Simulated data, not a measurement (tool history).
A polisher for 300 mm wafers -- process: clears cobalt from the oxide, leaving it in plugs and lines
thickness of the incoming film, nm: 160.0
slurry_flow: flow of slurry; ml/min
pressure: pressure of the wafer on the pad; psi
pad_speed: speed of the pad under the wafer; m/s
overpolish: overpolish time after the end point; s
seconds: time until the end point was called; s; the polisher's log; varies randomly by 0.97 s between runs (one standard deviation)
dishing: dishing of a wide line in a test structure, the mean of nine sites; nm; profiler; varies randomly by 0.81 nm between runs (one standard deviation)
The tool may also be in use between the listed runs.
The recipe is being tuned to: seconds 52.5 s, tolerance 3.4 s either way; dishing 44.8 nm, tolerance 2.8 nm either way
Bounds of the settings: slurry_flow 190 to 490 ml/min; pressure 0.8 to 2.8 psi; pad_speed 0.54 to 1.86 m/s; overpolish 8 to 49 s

run 1 hour=0 | slurry_flow=315 pressure=1.8 pad_speed=1.18 overpolish=25 | seconds=38.702 dishing=51.206
run 2 hour=3.9 | slurry_flow=265 pressure=1.8 pad_speed=1.18 overpolish=25 | seconds=38.122 dishing=52.703
run 3 hour=12.2 | slurry_flow=265 pressure=1.8 pad_speed=1.02 overpolish=25 | seconds=44.863 dishing=50.866
run 4 hour=15 | slurry_flow=265 pressure=1.7 pad_speed=1.02 overpolish=24 | seconds=47.918 dishing=47.816
run 5 hour=16.7 | slurry_flow=340 pressure=1.7 pad_speed=1.02 overpolish=24 | seconds=45.63 dishing=47.621
run 6 hour=19 | slurry_flow=340 pressure=1.7 pad_speed=1.02 overpolish=17 | seconds=45.468 dishing=40.942
run 7 hour=21.1 | slurry_flow=340 pressure=1.7 pad_speed=1.02 overpolish=17 | seconds=45.424 dishing=41.556
run 8 hour=24.6 | slurry_flow=340 pressure=1.7 pad_speed=1.02 overpolish=18 | seconds=47.846 dishing=41.94
run 9 hour=26.7 | slurry_flow=340 pressure=1.7 pad_speed=1.02 overpolish=19 | seconds=46.318 dishing=43.081
run 10 hour=30.6 | slurry_flow=340 pressure=1.7 pad_speed=1.02 overpolish=20 | seconds=45.285 dishing=44.368
run 11 hour=39.3 | slurry_flow=340 pressure=1.7 pad_speed=1.02 overpolish=21 | seconds=46.17 dishing=44.689

Exercise: of the 4 proposed moves below, exactly one satisfies all targets within the stated allowed misses. Which move is it?
run A hour=48 | slurry_flow=340 pressure=1.9 pad_speed=1 overpolish=28 | seconds=? dishing=?
run B hour=48 | slurry_flow=220 pressure=1.5 pad_speed=1.06 overpolish=23 | seconds=? dishing=?
run C hour=48 | slurry_flow=395 pressure=1.7 pad_speed=1.02 overpolish=26 | seconds=? dishing=?
run D hour=48 | slurry_flow=335 pressure=1.4 pad_speed=0.86 overpolish=21 | seconds=? dishing=?

move=A seconds=42.602 dishing=50.053
move=B seconds=51.04 dishing=43.173
move=C seconds=45.189 dishing=47.842
move=D seconds=62.806 dishing=36.97
A: further off than the last run
B: all results in spec
C: further off than the last run
D: carries the result that was furthest off beyond its target, to the other side
B is the move that brings every result within its allowed miss.
